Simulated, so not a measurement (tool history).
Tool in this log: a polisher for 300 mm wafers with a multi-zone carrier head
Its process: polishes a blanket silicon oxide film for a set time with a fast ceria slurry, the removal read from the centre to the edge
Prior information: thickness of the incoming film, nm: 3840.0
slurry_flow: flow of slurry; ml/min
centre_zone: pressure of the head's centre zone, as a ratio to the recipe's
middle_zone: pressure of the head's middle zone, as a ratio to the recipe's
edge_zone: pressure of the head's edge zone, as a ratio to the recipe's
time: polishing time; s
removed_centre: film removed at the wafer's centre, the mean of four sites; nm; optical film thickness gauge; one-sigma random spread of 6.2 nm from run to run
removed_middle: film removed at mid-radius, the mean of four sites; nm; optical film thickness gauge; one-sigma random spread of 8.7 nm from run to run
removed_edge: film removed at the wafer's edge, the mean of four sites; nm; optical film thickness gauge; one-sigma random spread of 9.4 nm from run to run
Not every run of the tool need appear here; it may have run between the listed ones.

run,day,slurry_flow,centre_zone,middle_zone,edge_zone,time,removed_centre,removed_middle,removed_edge
1,0,120,1,1,1,61,1081.1,1108.1,1175.7
2,0.121,120,1,1.06,1,61,1076.3,1162.2,1169
3,0.467,120,0.95,1.06,1,61,1042.2,1177.3,1159.5
4,0.833,120,0.95,1.06,1,71,1198.9,1327.5,1369.7
5,0.967,100,0.95,1.06,1,71,1127.4,1290.8,1279.1
6,1.304,100,0.95,1.06,0.94,71,1124,1266,1263.7
7,1.625,95,1,1,0.91,65,1065.9,1111.3,1105.7
# day 1.708: edge zone pressure recalibrated
8,1.708,95,1.04,0.95,0.93,60,1024.6,966.35,995.03
9,1.788,90,1.05,0.91,0.94,59,1001.7,915.14,975.93
10,2.05,85,1.06,0.88,0.95,58,962.6,835.13,950.44
11,2.258,80,1.07,0.86,0.93,58,945.89,807.31,921.24

Estimate the outcome of run 12 from the log above:
12,2.383,80,1.08,0.85,0.92,58,?,?,?

removed_centre: 954.42 nm
removed_middle: 794.96 nm
removed_edge: 932.56 nm

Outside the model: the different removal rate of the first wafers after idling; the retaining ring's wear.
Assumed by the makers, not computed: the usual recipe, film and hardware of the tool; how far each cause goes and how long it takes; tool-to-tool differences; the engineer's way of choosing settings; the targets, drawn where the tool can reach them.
